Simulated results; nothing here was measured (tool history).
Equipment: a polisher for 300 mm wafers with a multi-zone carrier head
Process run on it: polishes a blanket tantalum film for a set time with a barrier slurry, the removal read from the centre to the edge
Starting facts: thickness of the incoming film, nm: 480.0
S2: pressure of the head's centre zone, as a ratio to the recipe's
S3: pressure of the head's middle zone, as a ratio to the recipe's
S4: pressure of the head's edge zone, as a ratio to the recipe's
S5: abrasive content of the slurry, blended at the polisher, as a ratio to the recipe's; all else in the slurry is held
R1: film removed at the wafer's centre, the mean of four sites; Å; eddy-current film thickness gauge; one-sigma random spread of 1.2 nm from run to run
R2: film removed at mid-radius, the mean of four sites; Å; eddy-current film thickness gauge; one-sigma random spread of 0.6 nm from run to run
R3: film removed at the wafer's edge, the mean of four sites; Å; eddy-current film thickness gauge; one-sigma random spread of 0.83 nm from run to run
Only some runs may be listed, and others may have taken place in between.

{"run": 1, "day": 0.0, "flow of slurry (ml/min)": 205, "S2": 1.0, "S3": 1.0, "S4": 1.0, "S5": 1.0, "polishing time (s)": 70, "R1": 1045.2, "R2": 1090.2, "R3": 1045.8}
{"run": 2, "day": 0.283, "flow of slurry (ml/min)": 200, "S2": 0.98, "S3": 1.0, "S4": 0.98, "S5": 0.95, "polishing time (s)": 70, "R1": 1042.6, "R2": 1075.8, "R3": 1021.7}
{"run": 3, "day": 0.546, "flow of slurry (ml/min)": 200, "S2": 0.96, "S3": 1.01, "S4": 0.98, "S5": 0.9, "polishing time (s)": 69, "R1": 974.0, "R2": 1048.0, "R3": 1001.4}
{"run": 4, "day": 0.8, "flow of slurry (ml/min)": 200, "S2": 0.95, "S3": 1.02, "S4": 0.96, "S5": 0.85, "polishing time (s)": 68, "R1": 966.79, "R2": 1037.5, "R3": 974.18}
{"run": 5, "day": 1.071, "flow of slurry (ml/min)": 195, "S2": 0.93, "S3": 1.03, "S4": 0.94, "S5": 0.8, "polishing time (s)": 67, "R1": 917.56, "R2": 1004.3, "R3": 935.18}
{"run": 6, "day": 1.367, "flow of slurry (ml/min)": 190, "S2": 0.92, "S3": 1.04, "S4": 0.92, "S5": 0.75, "polishing time (s)": 67, "R1": 930.81, "R2": 1007.2, "R3": 927.81}
{"run": 7, "day": 1.508, "flow of slurry (ml/min)": 190, "S2": 0.91, "S3": 1.05, "S4": 0.91, "S5": 0.7, "polishing time (s)": 66, "R1": 868.92, "R2": 981.81, "R3": 879.0}

Forecast run 8:
{"run": 8, "day": 1.612, "flow of slurry (ml/min)": 185, "S2": 0.9, "S3": 1.05, "S4": 0.9, "S5": 0.7, "polishing time (s)": 66, "R1": "?", "R2": "?", "R3": "?"}

Run 8 measured R1 867.25 Å, R2 970.16 Å, R3 863.82 Å.

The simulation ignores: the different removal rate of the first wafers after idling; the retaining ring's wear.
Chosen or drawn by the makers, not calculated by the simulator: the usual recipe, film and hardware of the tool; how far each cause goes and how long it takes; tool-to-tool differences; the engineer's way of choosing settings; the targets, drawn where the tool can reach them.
